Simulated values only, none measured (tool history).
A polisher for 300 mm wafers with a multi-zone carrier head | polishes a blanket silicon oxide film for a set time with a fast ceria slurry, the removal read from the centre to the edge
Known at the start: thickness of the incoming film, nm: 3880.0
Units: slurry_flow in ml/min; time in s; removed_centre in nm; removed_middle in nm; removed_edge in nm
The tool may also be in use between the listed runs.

| run | day | slurry_flow | centre_zone | middle_zone | edge_zone | time | removed_centre | removed_middle | removed_edge |
|---|---|---|---|---|---|---|---|---|---|
| 1 | 0 | 220 | 1 | 1 | 1 | 83 | 1365.7 | 1336.3 | 1380 |
| 2 | 0.15 | 220 | 1 | 1 | 0.91 | 83 | 1361.3 | 1357.1 | 1334.6 |
| 3 | 0.471 | 220 | 1 | 0.96 | 0.91 | 83 | 1368.3 | 1328.6 | 1337.8 |
| 4 | 0.533 | 215 | 1.01 | 0.93 | 0.9 | 79 | 1325.9 | 1217 | 1280.7 |
| 5 | 0.579 | 215 | 1.01 | 0.93 | 0.96 | 79 | 1284.1 | 1216.6 | 1290.2 |
| 6 | 0.758 | 210 | 1.02 | 0.91 | 0.94 | 76 | 1272.8 | 1150.6 | 1213.4 |

The next listed run, before its measurement:
| 7 | 0.962 | 200 | 1.02 | 0.89 | 0.93 | 75 | ? | ? | ? |

removed_centre: 1233 nm
removed_middle: 1117.3 nm
removed_edge: 1192.7 nm

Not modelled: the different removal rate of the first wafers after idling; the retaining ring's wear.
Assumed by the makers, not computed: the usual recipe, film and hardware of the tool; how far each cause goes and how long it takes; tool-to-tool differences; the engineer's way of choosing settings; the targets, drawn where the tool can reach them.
